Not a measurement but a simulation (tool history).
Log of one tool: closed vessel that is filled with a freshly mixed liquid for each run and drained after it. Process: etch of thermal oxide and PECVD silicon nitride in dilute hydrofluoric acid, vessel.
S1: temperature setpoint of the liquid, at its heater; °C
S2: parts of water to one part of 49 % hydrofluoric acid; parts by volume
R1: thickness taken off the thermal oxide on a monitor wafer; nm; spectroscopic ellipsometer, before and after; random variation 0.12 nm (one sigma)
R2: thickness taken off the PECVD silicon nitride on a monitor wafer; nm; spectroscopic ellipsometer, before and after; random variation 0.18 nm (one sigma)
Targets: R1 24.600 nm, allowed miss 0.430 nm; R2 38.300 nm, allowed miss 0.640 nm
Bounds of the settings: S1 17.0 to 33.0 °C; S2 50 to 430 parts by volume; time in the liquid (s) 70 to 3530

run 1 hour=0.0 | S1=25.0 S2=240 time_in_the_liquid_(s)=1800 | R1=29.446 R2=41.949
run 2 hour=4.5 | S1=25.0 S2=240 time_in_the_liquid_(s)=1340 | R1=21.599 R2=30.917
run 3 hour=11.2 | S1=25.0 S2=280 time_in_the_liquid_(s)=1340 | R1=17.696 R2=26.616
run 4 hour=20.8 | S1=26.5 S2=260 time_in_the_liquid_(s)=1300 | R1=20.157 R2=30.418
run 5 hour=25.3 | S1=26.5 S2=260 time_in_the_liquid_(s)=1950 | R1=30.175 R2=45.492
run 6 hour=28.3 | S1=24.5 S2=260 time_in_the_liquid_(s)=1950 | R1=27.966 R2=40.207
run 7 hour=33.0 | S1=25.0 S2=275 time_in_the_liquid_(s)=1985 | R1=26.898 R2=40.052
run 8 hour=37.4 | S1=25.0 S2=285 time_in_the_liquid_(s)=2010 | R1=26.281 R2=39.208
run 9 hour=40.4 | S1=25.0 S2=295 time_in_the_liquid_(s)=2025 | R1=25.308 R2=38.370

4 next moves are on the table. One of them brings every result within its allowed miss. Which?
run A hour=43.4 | S1=26.0 S2=320 time_in_the_liquid_(s)=2060 | R1=? R2=?
run B hour=43.4 | S1=27.0 S2=240 time_in_the_liquid_(s)=1480 | R1=? R2=?
run C hour=43.4 | S1=29.0 S2=290 time_in_the_liquid_(s)=1645 | R1=? R2=?
run D hour=43.4 | S1=24.5 S2=340 time_in_the_liquid_(s)=2420 | R1=? R2=?

move=A R1=23.791 R2=38.282
move=B R1=25.598 R2=38.946
move=C R1=23.907 R2=40.346
move=D R1=24.523 R2=38.683
A: takes the result that was furthest off past its target
B: further off than the last run
C: takes the result that was furthest off past its target
D: meets every target
The right move is D.

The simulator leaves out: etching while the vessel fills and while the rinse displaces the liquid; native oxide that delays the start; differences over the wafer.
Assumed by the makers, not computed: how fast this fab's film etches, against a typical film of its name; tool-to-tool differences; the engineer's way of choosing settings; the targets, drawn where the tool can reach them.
